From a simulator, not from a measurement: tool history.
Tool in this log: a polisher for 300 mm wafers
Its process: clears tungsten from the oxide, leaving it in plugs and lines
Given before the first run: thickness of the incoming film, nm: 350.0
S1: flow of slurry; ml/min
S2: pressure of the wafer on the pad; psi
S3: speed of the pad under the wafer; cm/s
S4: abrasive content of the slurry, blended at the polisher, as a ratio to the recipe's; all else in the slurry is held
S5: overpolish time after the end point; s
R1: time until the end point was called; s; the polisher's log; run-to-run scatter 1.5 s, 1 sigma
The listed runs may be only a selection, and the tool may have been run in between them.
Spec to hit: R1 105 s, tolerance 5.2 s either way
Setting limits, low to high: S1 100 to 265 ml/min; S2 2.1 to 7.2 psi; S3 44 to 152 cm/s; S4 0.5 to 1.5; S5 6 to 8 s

run,hour,S1,S2,S3,S4,S5,R1
1,0,170,4.6,98,1,8,58.582
2,1.4,170,3.8,96,1,8,69.588
3,10.4,170,3.3,94,1,8,77.617
4,15.8,170,2.9,92,1,8,86.816
5,24.9,170,2.9,92,1.2,8,81.287
6,30.7,170,2.9,92,1.2,8,80.973
7,36.5,170,2.6,90,1.2,8,88.73
8,42.4,170,2.4,88,1.2,8,95.153
9,44.2,170,2.3,88,1.2,8,99.465

Next run, 5 choices. One meets every target within its allowed miss, the rest don't. Which?
A,46,210,2.5,96,0.95,8,?
B,46,145,2.2,98,1.2,8,?
C,46,185,2.6,90,1.2,6,?
D,46,160,2.8,68,1.5,8,?
E,46,200,2.6,86,1.05,8,?

move,R1
A,87.966
B,91.388
C,85.767
D,101.99
E,92.739
A: further off than the last run
B: further off than the last run
C: further off than the last run
D: all results land within tolerance of their targets
E: further off than the last run
Go with D: it meets all targets.

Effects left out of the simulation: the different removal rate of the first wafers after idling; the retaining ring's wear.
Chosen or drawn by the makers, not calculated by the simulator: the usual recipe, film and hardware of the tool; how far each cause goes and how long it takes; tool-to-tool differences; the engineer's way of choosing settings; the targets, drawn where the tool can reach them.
